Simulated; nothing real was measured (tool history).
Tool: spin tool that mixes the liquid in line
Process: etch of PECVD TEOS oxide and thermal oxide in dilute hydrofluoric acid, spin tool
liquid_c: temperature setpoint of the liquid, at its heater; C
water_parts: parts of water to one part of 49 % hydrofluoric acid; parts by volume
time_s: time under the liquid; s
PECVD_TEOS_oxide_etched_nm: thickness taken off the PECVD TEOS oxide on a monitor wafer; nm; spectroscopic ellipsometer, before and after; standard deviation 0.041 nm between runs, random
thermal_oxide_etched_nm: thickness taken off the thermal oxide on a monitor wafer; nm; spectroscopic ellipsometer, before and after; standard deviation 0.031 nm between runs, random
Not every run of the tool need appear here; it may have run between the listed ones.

run  hour  liquid_c  water_parts  time_s  PECVD_TEOS_oxide_etched_nm  thermal_oxide_etched_nm
  1     0        21          290     165                      4.5131                   2.0648
  2   6.9      23.5          290     165                      4.8572                   2.3432
  3  10.1      23.5          275     165                       5.307                   2.5317
  4  15.8      23.5          330     165                      4.2254                   1.9468
  5  22.4        25          330     165                      4.3645                   2.0769
  6  24.3        23          330     165                      4.1113                   1.9068
  7  29.3        27          255     165                      6.5113                   3.0876
  8  37.2      26.5          255     165                      6.4076                   3.0005

Forecast run 9:
  9  39.8        26          255     165                           ?                        ?

Run 9 gave PECVD_TEOS_oxide_etched_nm 6.3288 nm, thermal_oxide_etched_nm 2.9676 nm.
